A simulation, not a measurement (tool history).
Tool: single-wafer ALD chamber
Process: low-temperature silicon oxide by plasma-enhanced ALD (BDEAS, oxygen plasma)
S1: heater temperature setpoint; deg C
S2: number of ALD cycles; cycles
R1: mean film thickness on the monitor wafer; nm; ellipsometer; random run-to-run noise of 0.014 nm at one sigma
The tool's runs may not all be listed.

| run | hour | S1 | S2 | R1 |
|---|---|---|---|---|
| 1 | 0.0 | 105 | 52 | 7.5179 |
| 2 | 6.2 | 108 | 49 | 7.0346 |
| 3 | 8.6 | 99 | 49 | 7.1340 |
| 4 | 14.2 | 99 | 45 | 6.5464 |
| 5 | 20.4 | 92 | 45 | 6.6692 |
| 6 | 27.0 | 101 | 45 | 6.5359 |
| 7 | 32.4 | 104 | 45 | 6.4787 |

What does the tool deliver on the next run?
| 8 | 34.1 | 107 | 45 | ? |

{"run 8": {"R1": 6.4567}}
